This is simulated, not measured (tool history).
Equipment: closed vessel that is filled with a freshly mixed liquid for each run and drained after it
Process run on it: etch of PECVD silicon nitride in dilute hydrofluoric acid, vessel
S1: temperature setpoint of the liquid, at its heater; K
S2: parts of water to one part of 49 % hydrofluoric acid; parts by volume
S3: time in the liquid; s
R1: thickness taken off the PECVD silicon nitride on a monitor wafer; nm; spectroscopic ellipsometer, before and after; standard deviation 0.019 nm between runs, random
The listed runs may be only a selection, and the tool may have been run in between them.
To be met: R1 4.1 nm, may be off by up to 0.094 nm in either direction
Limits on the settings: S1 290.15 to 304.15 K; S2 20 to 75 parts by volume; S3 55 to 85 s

{"run": 1, "day": 0.0, "S1": 296.15, "S2": 45, "S3": 85, "R1": 9.4497}
{"run": 2, "day": 0.142, "S1": 296.15, "S2": 45, "S3": 55, "R1": 6.0948}
{"run": 3, "day": 0.5, "S1": 295.15, "S2": 45, "S3": 55, "R1": 5.7219}
{"run": 4, "day": 0.846, "S1": 295.15, "S2": 45, "S3": 85, "R1": 8.7898}
{"run": 5, "day": 1.083, "S1": 295.15, "S2": 30, "S3": 85, "R1": 13.122}
{"run": 6, "day": 1.158, "S1": 294.15, "S2": 35, "S3": 85, "R1": 10.535}
{"run": 7, "day": 1.25, "S1": 293.65, "S2": 40, "S3": 85, "R1": 8.9236}
{"run": 8, "day": 1.338, "S1": 293.15, "S2": 45, "S3": 85, "R1": 7.6745}
{"run": 9, "day": 1.412, "S1": 292.65, "S2": 50, "S3": 85, "R1": 6.7345}
{"run": 10, "day": 1.7, "S1": 292.15, "S2": 55, "S3": 85, "R1": 5.9158}
{"run": 11, "day": 1.871, "S1": 291.65, "S2": 55, "S3": 85, "R1": 5.7175}
{"day": 1.954, "done": "thermometer replaced"}
{"run": 12, "day": 1.954, "S1": 290.65, "S2": 60, "S3": 85, "R1": 4.2302}

Which single option among these 5 for the next run brings every result within its allowed miss of target? Just one does.
{"run": "A", "day": 2.038, "S1": 292.65, "S2": 65, "S3": 80, "R1": "?"}
{"run": "B", "day": 2.038, "S1": 291.15, "S2": 60, "S3": 85, "R1": "?"}
{"run": "C", "day": 2.038, "S1": 291.15, "S2": 60, "S3": 80, "R1": "?"}
{"run": "D", "day": 2.038, "S1": 290.15, "S2": 50, "S3": 75, "R1": "?"}
{"run": "E", "day": 2.038, "S1": 292.65, "S2": 55, "S3": 70, "R1": "?"}

move=A R1=4.2578
move=B R1=4.4042
move=C R1=4.1451
move=D R1=4.3212
move=E R1=4.3835
A: misses by more than the last run did
B: misses by more than the last run did
C: meets every target
D: misses by more than the last run did
E: misses by more than the last run did
The right move is C.
